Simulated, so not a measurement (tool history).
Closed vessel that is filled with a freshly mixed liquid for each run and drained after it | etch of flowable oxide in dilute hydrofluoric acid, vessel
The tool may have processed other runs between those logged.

run    day  temperature setpoint of the liquid (K)  parts of water to one part of 49 % hydrofluoric acid (parts by volume)  time in the liquid (s)  thickness taken off the flowable oxide on a monitor wafer (nm)
  1      0                                  296.15                                                                     175                      30                                                          4.8545
  2   0.25                                  296.15                                                                     150                      30                                                          5.9217
  3  0.304                                  297.65                                                                     150                      30                                                          6.1591
  4  0.592                                  299.65                                                                     120                      30                                                          8.5754
  5  0.792                                  301.15                                                                     105                      30                                                          10.796
  6  1.138                                  302.15                                                                      95                      30                                                          12.448
  7  1.521                                  302.65                                                                      90                      30                                                          13.541
  8  1.754                                  303.15                                                                      85                      30                                                          14.629

What does the tool deliver on the next run?
  9  1.862                                  303.65                                                                      85                      30                                                               ?

thickness taken off the flowable oxide on a monitor wafer (nm): 14.86
